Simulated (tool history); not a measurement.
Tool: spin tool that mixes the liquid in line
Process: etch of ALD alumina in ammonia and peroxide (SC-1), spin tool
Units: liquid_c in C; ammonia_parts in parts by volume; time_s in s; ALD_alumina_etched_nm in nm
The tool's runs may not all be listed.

run	hour	liquid_c	ammonia_parts	time_s	ALD_alumina_etched_nm
1	0	55	0.45	45	3.7872
2	5.2	53.5	0.45	45	3.5107
3	11.6	53.5	0.45	45	3.5161
4	19.6	52.5	0.45	45	3.3454
5	24.3	51.5	0.45	45	3.1577
6	31.8	51.5	0.45	25	1.7607

Run 7 comes next. What will it give?
7	36.8	52.5	0.45	25	?

Run 7 came out at ALD_alumina_etched_nm 1.835 nm.

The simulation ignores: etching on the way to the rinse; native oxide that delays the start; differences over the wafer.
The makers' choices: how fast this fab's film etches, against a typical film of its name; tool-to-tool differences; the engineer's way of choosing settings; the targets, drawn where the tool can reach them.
